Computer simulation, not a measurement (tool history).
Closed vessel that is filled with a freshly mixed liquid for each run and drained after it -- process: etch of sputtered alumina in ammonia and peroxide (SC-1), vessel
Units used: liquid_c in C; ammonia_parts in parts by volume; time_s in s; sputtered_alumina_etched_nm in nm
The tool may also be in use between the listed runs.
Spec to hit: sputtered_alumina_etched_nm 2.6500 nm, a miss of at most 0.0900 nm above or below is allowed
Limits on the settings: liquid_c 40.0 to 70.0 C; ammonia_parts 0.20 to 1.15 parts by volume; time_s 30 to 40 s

run	hour	liquid_c	ammonia_parts	time_s	sputtered_alumina_etched_nm
1	0.0	56.0	0.65	40	3.5081
2	1.0	55.5	0.65	40	3.3588
3	9.5	55.0	0.65	40	3.3443
4	12.6	54.5	0.65	40	3.2270
5	14.8	54.0	0.65	40	3.1464
6	21.3	54.0	0.65	40	3.1349
7	23.7	54.0	0.65	40	3.1359
8	32.3	53.5	0.65	40	3.0183
9	39.0	53.0	0.65	40	2.9589

Exactly one of the 5 candidate moves below puts every result within its allowed miss. Which one?
A	45.7	55.5	0.35	30	?
B	45.7	54.0	0.80	30	?
C	45.7	59.0	0.75	30	?
D	45.7	51.5	0.50	40	?
E	45.7	52.0	0.65	35	?

move	sputtered_alumina_etched_nm
A	2.4106
B	2.4074
C	3.1122
D	2.6822
E	2.4725
A: carries the result that was furthest off beyond its target, to the other side
B: carries the result that was furthest off beyond its target, to the other side
C: misses by more than the last run did
D: all results land within tolerance of their targets
E: carries the result that was furthest off beyond its target, to the other side
The right move is D.

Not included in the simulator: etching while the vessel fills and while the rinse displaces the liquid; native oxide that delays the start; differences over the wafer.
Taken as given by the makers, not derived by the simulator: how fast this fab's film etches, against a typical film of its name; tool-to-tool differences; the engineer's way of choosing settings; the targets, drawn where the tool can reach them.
